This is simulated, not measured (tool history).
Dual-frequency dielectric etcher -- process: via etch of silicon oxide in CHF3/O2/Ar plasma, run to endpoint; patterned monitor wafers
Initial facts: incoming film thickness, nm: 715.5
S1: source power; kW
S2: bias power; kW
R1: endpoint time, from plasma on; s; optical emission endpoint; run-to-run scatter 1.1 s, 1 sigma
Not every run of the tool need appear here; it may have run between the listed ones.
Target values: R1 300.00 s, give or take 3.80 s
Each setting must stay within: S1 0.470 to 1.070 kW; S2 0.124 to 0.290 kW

Run 1, day 0.000: S1 0.770 kW, S2 0.207 kW. Result: R1 321.53 s.
Run 2, day 0.238: S1 0.790 kW, S2 0.208 kW. Result: R1 318.08 s.
Run 3, day 0.592: S1 0.810 kW, S2 0.209 kW. Result: R1 312.21 s.
Run 4, day 0.629: S1 0.810 kW, S2 0.175 kW. Result: R1 337.38 s.
Run 5, day 0.967: S1 0.700 kW, S2 0.175 kW. Result: R1 358.44 s.
Run 6, day 1.096: S1 0.700 kW, S2 0.162 kW. Result: R1 369.82 s.
Run 7, day 1.300: S1 0.770 kW, S2 0.163 kW. Result: R1 353.62 s.
Run 8, day 1.438: S1 0.920 kW, S2 0.170 kW. Result: R1 324.95 s.

Of the 5 settings listed for the next run, only one would bring every result within its allowed miss of target. Which one?
Run A, day 1.575: S1 1.050 kW, S2 0.174 kW. Result: R1 ?.
Run B, day 1.575: S1 1.070 kW, S2 0.187 kW. Result: R1 ?.
Run C, day 1.575: S1 0.900 kW, S2 0.196 kW. Result: R1 ?.
Run D, day 1.575: S1 1.070 kW, S2 0.192 kW. Result: R1 ?.
Run E, day 1.575: S1 0.970 kW, S2 0.195 kW. Result: R1 ?.

move      R1
   A  306.90
   B  295.51
   C  309.37
   D  292.22
   E  301.36
A: nearer than the last run, and not there yet
B: takes the result that was furthest off past its target
C: nearer than the last run, and not there yet
D: takes the result that was furthest off past its target
E: all results land within tolerance of their targets
Answer: E
